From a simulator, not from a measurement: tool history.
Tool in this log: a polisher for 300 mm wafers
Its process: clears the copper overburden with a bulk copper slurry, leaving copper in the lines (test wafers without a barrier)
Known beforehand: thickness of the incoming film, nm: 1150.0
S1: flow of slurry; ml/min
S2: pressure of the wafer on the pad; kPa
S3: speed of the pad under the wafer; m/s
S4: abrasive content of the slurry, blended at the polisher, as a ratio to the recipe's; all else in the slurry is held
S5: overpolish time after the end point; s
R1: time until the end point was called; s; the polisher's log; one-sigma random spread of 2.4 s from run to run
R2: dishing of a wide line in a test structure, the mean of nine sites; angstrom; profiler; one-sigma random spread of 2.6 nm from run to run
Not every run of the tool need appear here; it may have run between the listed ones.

run,hour,S1,S2,S3,S4,S5,R1,R2
1,0,185,22.1,1.28,1,30,93.542,1167.9
2,0.9,185,22.1,1.28,1,19,93.662,987.77
3,5.8,185,22.1,1.28,1,9,89.406,676.54
4,6.8,185,22.1,1.28,1,16,92.54,950.43
# hour 9.2: head pressure recalibrated
5,9.2,185,22.1,1.28,1,10,84.021,731.51
6,13.5,185,21.4,1.26,1,13,89.86,880.09
7,15.7,180,20,1.22,1,12,96.574,804.9
8,20.9,180,20,1.22,1,12,100.26,759.18
9,23.7,180,20,1.22,1,12,97.778,785.57

Estimate the outcome of run 10 from the log above:
10,28.8,180,19.3,1.2,1,14,?,?

Run 10 yielded R1 102.44 s, R2 851.3 angstrom.
